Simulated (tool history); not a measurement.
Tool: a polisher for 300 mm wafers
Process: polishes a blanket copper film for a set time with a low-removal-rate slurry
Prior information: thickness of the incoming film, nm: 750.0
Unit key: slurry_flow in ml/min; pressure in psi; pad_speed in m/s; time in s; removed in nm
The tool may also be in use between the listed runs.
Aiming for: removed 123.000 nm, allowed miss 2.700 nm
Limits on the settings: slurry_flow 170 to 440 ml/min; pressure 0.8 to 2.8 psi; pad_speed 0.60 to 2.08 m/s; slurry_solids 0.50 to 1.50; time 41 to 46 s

run	day	slurry_flow	pressure	pad_speed	slurry_solids	time	removed
1	0.000	280	1.8	1.34	1.00	46	107.900
2	0.262	280	1.4	1.34	1.00	46	82.551
3	0.638	210	1.4	1.34	1.00	46	80.585
4	0.675	210	1.4	1.34	1.00	41	71.128
5	0.746	245	1.5	1.34	1.00	41	77.312
6	0.904	285	1.5	1.34	1.00	41	80.486
7	1.175	300	1.6	1.34	1.00	41	85.640
# day 1.354: head pressure recalibrated
8	1.354	305	1.7	1.34	1.00	41	85.302
9	1.400	305	2.2	1.36	1.00	41	110.180
10	1.550	310	2.2	1.36	1.00	41	109.930
11	1.629	310	2.3	1.36	1.00	41	115.410
12	1.975	310	2.3	1.36	1.00	41	114.610
13	2.038	310	2.4	1.36	1.00	41	119.440

Of the 5 settings listed for the next run, only one would bring every result within its allowed miss of target. Which one?
A	2.100	330	2.2	1.42	1.15	44	?
B	2.100	330	2.4	1.32	1.05	45	?
C	2.100	320	2.4	1.38	1.00	44	?
D	2.100	355	2.3	1.36	0.95	44	?
E	2.100	300	2.1	1.52	1.15	44	?

move	removed
A	126.510
B	129.030
C	130.210
D	123.110
E	128.050
A: pushes the last run's worst result past its target
B: pushes the last run's worst result past its target
C: pushes the last run's worst result past its target
D: every result within its allowed miss
E: pushes the last run's worst result past its target
D meets every target.

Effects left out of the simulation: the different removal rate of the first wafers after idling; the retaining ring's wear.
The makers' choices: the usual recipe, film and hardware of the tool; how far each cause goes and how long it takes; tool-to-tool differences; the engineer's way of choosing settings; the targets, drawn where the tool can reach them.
